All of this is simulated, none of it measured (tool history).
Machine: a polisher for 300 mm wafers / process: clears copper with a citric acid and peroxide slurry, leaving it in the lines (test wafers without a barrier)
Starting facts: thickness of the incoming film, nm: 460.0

run    day  flow of slurry (ml/min)  pressure of the wafer on the pad (psi)  speed of the pad under the wafer (cm/s)  abrasive content of the slurry  overpolish time after the end point (s)  time until the end point was called (s)  dishing of a wide line in a test structure (nm)
  1      0                      265                                     3.4                                      124                               1                                       27                                   127.49                                           49.503
  2  0.283                      270                                     3.6                                      124                               1                                       22                                   120.39                                           44.906
  3  0.317                      270                                       3                                      124                               1                                       22                                   136.57                                           41.254
  4  0.371                      275                                     3.3                                      124                               1                                       19                                   130.29                                           38.737
  5  0.679                      275                                     3.3                                      124                             0.8                                       19                                   134.31                                           38.366
  6  0.842                      275                                     2.8                                      124                             0.8                                       19                                   151.59                                           34.616
     1.088  -- slurry nozzle cleaned
  7  1.088                      275                                     3.3                                      124                             0.8                                       17                                   133.91                                           35.972

Predict the results of run 8:
  8  1.329                      275                                     3.6                                      124                             0.8                                       16                                        ?                                                ?

Run 8 yielded time until the end point was called (s) 126.97, dishing of a wide line in a test structure (nm) 35.142.

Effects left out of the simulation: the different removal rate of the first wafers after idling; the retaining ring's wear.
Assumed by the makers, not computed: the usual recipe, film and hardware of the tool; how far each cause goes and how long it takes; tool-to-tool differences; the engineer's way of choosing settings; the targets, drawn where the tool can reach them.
